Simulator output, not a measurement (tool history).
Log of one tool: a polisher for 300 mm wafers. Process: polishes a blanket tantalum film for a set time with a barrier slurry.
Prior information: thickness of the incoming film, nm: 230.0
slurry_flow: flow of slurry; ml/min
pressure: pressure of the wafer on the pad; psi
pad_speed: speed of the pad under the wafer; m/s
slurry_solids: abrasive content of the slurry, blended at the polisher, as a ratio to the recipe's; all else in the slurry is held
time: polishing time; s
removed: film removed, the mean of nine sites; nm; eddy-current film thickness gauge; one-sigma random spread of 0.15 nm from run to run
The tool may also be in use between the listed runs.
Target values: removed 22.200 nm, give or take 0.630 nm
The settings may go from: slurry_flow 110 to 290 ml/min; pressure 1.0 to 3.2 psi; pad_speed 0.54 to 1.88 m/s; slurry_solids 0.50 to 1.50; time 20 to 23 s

{"run": 1, "hour": 0.0, "slurry_flow": 185, "pressure": 2.1, "pad_speed": 1.2, "slurry_solids": 1.0, "time": 23, "removed": 54.127}
{"run": 2, "hour": 4.5, "slurry_flow": 180, "pressure": 1.8, "pad_speed": 1.1, "slurry_solids": 1.0, "time": 23, "removed": 42.158}
{"run": 3, "hour": 7.8, "slurry_flow": 180, "pressure": 1.4, "pad_speed": 1.1, "slurry_solids": 1.0, "time": 23, "removed": 33.734}
{"run": 4, "hour": 13.6, "slurry_flow": 180, "pressure": 1.4, "pad_speed": 1.1, "slurry_solids": 1.15, "time": 23, "removed": 34.963}
{"run": 5, "hour": 18.3, "slurry_flow": 205, "pressure": 1.4, "pad_speed": 1.1, "slurry_solids": 1.15, "time": 23, "removed": 35.15}
{"run": 6, "hour": 24.5, "slurry_flow": 205, "pressure": 1.3, "pad_speed": 1.02, "slurry_solids": 1.15, "time": 23, "removed": 30.741}
{"run": 7, "hour": 31.6, "slurry_flow": 205, "pressure": 1.2, "pad_speed": 0.98, "slurry_solids": 1.15, "time": 23, "removed": 26.887}
{"run": 8, "hour": 33.4, "slurry_flow": 205, "pressure": 1.1, "pad_speed": 0.96, "slurry_solids": 1.15, "time": 23, "removed": 24.275}

Exactly one of the 5 candidate moves below puts every result within its allowed miss. Which one?
{"run": "A", "hour": 35.2, "slurry_flow": 200, "pressure": 1.2, "pad_speed": 0.94, "slurry_solids": 1.2, "time": 21, "removed": "?"}
{"run": "B", "hour": 35.2, "slurry_flow": 215, "pressure": 1.1, "pad_speed": 0.96, "slurry_solids": 0.95, "time": 23, "removed": "?"}
{"run": "C", "hour": 35.2, "slurry_flow": 190, "pressure": 1.6, "pad_speed": 0.76, "slurry_solids": 1.15, "time": 20, "removed": "?"}
{"run": "D", "hour": 35.2, "slurry_flow": 215, "pressure": 1.2, "pad_speed": 0.96, "slurry_solids": 0.9, "time": 20, "removed": "?"}
{"run": "E", "hour": 35.2, "slurry_flow": 200, "pressure": 1.0, "pad_speed": 1.0, "slurry_solids": 1.3, "time": 23, "removed": "?"}

move=A removed=23.736
move=B removed=23.410
move=C removed=23.923
move=D removed=21.835
move=E removed=23.611
A: an improvement on the last run, though not all results are within tolerance
B: an improvement on the last run, though not all results are within tolerance
C: an improvement on the last run, though not all results are within tolerance
D: every result within its allowed miss
E: an improvement on the last run, though not all results are within tolerance
The right move is D.
